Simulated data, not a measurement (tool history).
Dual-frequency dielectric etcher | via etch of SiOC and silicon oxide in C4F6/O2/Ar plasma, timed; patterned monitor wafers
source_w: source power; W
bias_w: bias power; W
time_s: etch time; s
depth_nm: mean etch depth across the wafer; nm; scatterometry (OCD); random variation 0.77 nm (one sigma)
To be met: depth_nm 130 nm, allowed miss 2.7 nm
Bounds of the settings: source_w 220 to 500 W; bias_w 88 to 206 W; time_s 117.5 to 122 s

| run | hour | source_w | bias_w | time_s | depth_nm |
|---|---|---|---|---|---|
| 1 | 0 | 360 | 147 | 117.5 | 113.62 |
| 2 | 1.3 | 360 | 160 | 117.5 | 115.35 |
| 3 | 9.1 | 390 | 163 | 117.5 | 120 |
| 4 | 10.8 | 410 | 165 | 117.5 | 122.44 |
| 5 | 18.2 | 420 | 167 | 117.5 | 125.08 |
| 6 | 23.2 | 420 | 143 | 117.5 | 118.56 |
| 7 | 28 | 440 | 147 | 117.5 | 122.23 |
| 8 | 29.8 | 450 | 149 | 117.5 | 124.6 |
| 9 | 31.8 | 460 | 150 | 117.5 | 122.63 |

5 next moves are on the table. One of them brings every result within its allowed miss. Which?
| A | 33.8 | 480 | 172 | 119 | ? |
| B | 33.8 | 420 | 193 | 122 | ? |
| C | 33.8 | 500 | 170 | 121.5 | ? |
| D | 33.8 | 480 | 181 | 119 | ? |
| E | 33.8 | 490 | 148 | 121 | ? |

| move | depth_nm |
|---|---|
| A | 134.8 |
| B | 136.54 |
| C | 139.25 |
| D | 137.08 |
| E | 131.62 |
A: takes the result that was furthest off past its target
B: takes the result that was furthest off past its target
C: takes the result that was furthest off past its target
D: takes the result that was furthest off past its target
E: meets every target
The right move is E.
